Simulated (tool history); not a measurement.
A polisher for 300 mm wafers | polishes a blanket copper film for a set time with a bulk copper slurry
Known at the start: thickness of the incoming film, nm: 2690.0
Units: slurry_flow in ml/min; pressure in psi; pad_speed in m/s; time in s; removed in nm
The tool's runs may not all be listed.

run  hour  slurry_flow  pressure  pad_speed  slurry_solids  time  removed
  1   0.0          140       2.6       1.24            1.0    47   609.93
  2   5.8          140       2.6       1.24            1.0    49   631.78
  3  13.4          140       2.6       1.24            0.9    49   624.44
  4  17.5          135       2.5       1.24            0.9    49   584.33
  5  20.9          130       2.4       1.24            0.9    49   558.77
  6  28.7          130       2.4       0.96            0.9    49   442.06

The next listed run, before its measurement:
  7  32.5          125       2.4       0.96            0.9    49        ?

Run 7 gave removed 443.95 nm.
